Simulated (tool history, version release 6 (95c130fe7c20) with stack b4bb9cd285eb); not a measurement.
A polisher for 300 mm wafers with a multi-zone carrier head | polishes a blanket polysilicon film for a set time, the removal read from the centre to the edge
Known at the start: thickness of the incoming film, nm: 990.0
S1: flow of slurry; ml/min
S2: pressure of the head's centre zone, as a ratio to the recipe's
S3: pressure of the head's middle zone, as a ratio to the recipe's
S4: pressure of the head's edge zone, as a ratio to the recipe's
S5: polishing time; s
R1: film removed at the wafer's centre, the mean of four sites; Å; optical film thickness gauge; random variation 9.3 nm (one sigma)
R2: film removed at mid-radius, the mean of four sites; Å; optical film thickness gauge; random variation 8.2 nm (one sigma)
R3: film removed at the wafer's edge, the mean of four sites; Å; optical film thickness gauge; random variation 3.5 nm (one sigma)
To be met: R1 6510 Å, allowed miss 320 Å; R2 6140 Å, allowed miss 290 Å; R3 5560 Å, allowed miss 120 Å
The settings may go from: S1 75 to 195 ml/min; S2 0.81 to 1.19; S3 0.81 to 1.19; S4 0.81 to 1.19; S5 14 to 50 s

run  hour   S1    S2    S3    S4  S5      R1      R2      R3
  1     0  125     1     1     1  32  3896.8  3857.1  3850.3
  2   6.8  135  1.03  1.03  1.02  34  4442.3    4217    4193
  3  12.2  135  1.03  1.07  1.02  34  4404.8  4336.7  4211.4
  4  15.8  145  1.04  1.09  1.02  35  4714.8  4578.1  4330.4
  5  18.2  130  1.04  1.09  1.02  35  4558.6  4581.3  4266.2
  6  19.2  135  1.06  1.11  1.04  36  4930.2  4871.3  4495.2
  7  25.3  140  1.07  1.12  1.07  37  5047.4  4959.5  4680.8
  8  27.7  145  1.08  1.13  1.07  38  5260.9  5234.9  4772.9

Which of these 4 next moves meets every target?
  A  30.1  165  1.14  1.16  1.07  43   ?   ?   ?
  B  30.1  195  1.17  1.03  1.15  41   ?   ?   ?
  C  30.1  160  1.12  0.99     1  44   ?   ?   ?
  D  30.1  155  1.13  1.13  1.11  45   ?   ?   ?

move      R1      R2      R3
   A  6372.7  6347.4  5507.4
   B  6428.2  5618.7  5512.9
   C  6357.3  5642.6  5492.3
   D    6522  6418.7  5794.3
A: meets every target
B: brings the result that was furthest off to its target, and leaves another outside
C: brings the result that was furthest off to its target, and leaves another outside
D: takes the result that was furthest off past its target
Move A is the one to make.

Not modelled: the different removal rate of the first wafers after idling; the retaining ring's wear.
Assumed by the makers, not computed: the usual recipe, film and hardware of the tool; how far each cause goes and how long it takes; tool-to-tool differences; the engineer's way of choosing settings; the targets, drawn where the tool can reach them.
